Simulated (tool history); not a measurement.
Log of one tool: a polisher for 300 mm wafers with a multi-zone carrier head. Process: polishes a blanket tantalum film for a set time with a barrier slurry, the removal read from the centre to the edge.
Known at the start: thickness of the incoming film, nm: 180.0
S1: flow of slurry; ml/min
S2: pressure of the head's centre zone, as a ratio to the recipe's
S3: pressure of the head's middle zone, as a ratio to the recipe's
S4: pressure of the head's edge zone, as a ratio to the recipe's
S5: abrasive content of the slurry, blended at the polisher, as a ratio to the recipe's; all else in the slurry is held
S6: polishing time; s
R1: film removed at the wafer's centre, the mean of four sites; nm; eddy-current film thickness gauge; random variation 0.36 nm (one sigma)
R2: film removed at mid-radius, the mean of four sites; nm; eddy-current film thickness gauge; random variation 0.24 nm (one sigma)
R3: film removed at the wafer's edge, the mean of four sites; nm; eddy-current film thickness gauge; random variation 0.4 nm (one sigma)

run	hour	S1	S2	S3	S4	S5	S6	R1	R2	R3
1	0	175	1	1	1	1	55	61.842	61.997	60.92
2	8.1	175	1	1	1	1	62	69.899	70.213	70.48
3	9.3	170	0.99	0.98	0.99	0.95	59	64.129	64.59	62.961
4	12	165	0.98	0.96	1	0.9	57	60.486	60.426	59.99
5	19.6	160	0.97	0.94	1	0.85	55	56.554	56.867	57.409
6	27.6	160	0.97	1.01	1	0.85	55	55.966	60.505	57.523
7	28.5	160	0.97	0.99	1	0.8	53	53.517	55.437	55.653
8	30.3	160	0.96	0.98	0.98	0.75	51	50.432	51.85	51.928

The next listed run, before its measurement:
9	32.6	155	0.95	0.97	0.96	0.7	50	?	?	?

Run 9 gave R1 46.971 nm, R2 50 nm, R3 49.89 nm.
